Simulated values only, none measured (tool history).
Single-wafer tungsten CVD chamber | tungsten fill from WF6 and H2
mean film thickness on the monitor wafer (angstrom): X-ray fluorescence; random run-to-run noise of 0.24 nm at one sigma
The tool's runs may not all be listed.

run,day,heater temperature setpoint (deg C),chamber pressure (Torr),deposition time (s),mean film thickness on the monitor wafer (angstrom)
1,0.000,385,33.7,20.5,476.27
2,0.221,385,39.6,20.5,522.51
3,0.350,386,39.7,20.5,532.40
4,0.388,387,39.8,20.5,539.92
5,0.554,387,39.8,20.5,544.95
6,0.829,388,39.8,20.5,552.72

Run 7, settings as shown, results not yet in. Your forecast:
# day 0.921: thermocouple changed; heater temperature recalibrated
7,0.921,389,39.8,20.5,?

Run 7 came out at mean film thickness on the monitor wafer (angstrom) 536.81.
